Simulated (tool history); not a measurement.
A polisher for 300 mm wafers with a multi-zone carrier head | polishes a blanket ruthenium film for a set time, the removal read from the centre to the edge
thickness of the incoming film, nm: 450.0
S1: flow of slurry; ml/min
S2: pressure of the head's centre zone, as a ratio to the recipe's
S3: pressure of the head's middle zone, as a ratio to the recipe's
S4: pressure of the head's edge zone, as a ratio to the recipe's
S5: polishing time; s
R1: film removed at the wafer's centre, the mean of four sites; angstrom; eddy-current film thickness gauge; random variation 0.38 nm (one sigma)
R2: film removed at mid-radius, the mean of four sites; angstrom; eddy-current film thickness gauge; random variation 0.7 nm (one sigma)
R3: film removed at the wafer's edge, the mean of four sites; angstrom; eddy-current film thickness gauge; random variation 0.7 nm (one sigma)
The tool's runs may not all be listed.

run 1 hour=0 | S1=260 S2=1 S3=1 S4=1 S5=52 | R1=312.1 R2=326.47 R3=322.01
run 2 hour=1.1 | S1=260 S2=1.08 S3=1 S4=1 S5=52 | R1=339.54 R2=324.46 R3=326.9
run 3 hour=8.2 | S1=230 S2=1.08 S3=1 S4=1 S5=52 | R1=327.85 R2=315.7 R3=318.7
run 4 hour=15.9 | S1=240 S2=1.05 S3=0.98 S4=1.04 S5=57 | R1=354.09 R2=354.1 R3=360.53
run 5 hour=17.8 | S1=240 S2=1.09 S3=0.98 S4=1.04 S5=57 | R1=371.96 R2=345.62 R3=356.94
run 6 hour=22.4 | S1=240 S2=1.09 S3=0.98 S4=0.99 S5=57 | R1=368.12 R2=352.16 R3=354.79
run 7 hour=26.2 | S1=240 S2=1.06 S3=0.94 S4=1.03 S5=61 | R1=377.2 R2=357.74 R3=385.56
run 8 hour=34.8 | S1=240 S2=1.04 S3=0.93 S4=1.05 S5=65 | R1=401.07 R2=369.83 R3=415.96
run 9 hour=41.5 | S1=240 S2=1.04 S3=0.93 S4=1.05 S5=65 | R1=395.65 R2=380.51 R3=405.17
run 10 hour=45.5 | S1=245 S2=1.02 S3=0.91 S4=1.08 S5=68 | R1=418.09 R2=397.98 R3=441.77
run 11 hour=47.8 | S1=250 S2=1 S3=0.9 S4=1.1 S5=70 | R1=420.85 R2=403.13 R3=461.86
run 12 hour=53.3 | S1=255 S2=0.99 S3=0.9 S4=1.12 S5=71 | R1=418.52 R2=411.86 R3=474.58
run 13 hour=57.9 | S1=260 S2=0.99 S3=0.9 S4=1.14 S5=72 | R1=432.22 R2=408.15 R3=489.52
run 14 hour=58.5 | S1=265 S2=0.98 S3=0.92 S4=1.15 S5=73 | R1=431.11 R2=431.25 R3=483.3
run 15 hour=64.9 | S1=265 S2=0.97 S3=0.91 S4=1.15 S5=75 | R1=439.73 R2=426.7 R3=507.56
run 16 hour=67.8 | S1=260 S2=0.96 S3=0.92 S4=1.15 S5=76 | R1=436.24 R2=444.43 R3=523.13
-- hour=73.7 slurry nozzle cleaned
run 17 hour=73.7 | S1=260 S2=0.96 S3=0.92 S4=1.15 S5=77 | R1=474.67 R2=473.86 R3=542.71

The next listed run, before its measurement:
run 18 hour=80.7 | S1=260 S2=0.95 S3=0.92 S4=1.15 S5=77 | R1=? R2=? R3=?

Run 18 gave R1 478.04 angstrom, R2 478.19 angstrom, R3 544.85 angstrom.

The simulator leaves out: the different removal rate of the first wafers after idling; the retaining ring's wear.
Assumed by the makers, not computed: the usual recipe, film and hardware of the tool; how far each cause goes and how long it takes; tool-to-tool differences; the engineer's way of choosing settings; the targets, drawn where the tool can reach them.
